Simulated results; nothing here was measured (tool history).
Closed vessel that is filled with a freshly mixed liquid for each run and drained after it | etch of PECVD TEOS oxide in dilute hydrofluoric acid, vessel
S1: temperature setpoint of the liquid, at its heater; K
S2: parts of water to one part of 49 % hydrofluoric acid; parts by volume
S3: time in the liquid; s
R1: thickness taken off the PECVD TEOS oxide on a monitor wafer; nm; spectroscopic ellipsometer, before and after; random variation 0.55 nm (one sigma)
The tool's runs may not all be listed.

run,hour,S1,S2,S3,R1
1,0.0,295.15,100,105,28.688
2,0.9,295.15,135,105,20.188
3,7.4,296.15,120,105,23.888
4,13.6,297.15,105,105,29.280
5,20.9,297.15,105,110,30.236
6,29.0,298.15,95,110,35.650
7,35.4,298.65,85,110,40.556

Run 8 comes next. What will it give?
8,40.4,302.65,45,110,?

{"run 8": {"R1": 96.439}}

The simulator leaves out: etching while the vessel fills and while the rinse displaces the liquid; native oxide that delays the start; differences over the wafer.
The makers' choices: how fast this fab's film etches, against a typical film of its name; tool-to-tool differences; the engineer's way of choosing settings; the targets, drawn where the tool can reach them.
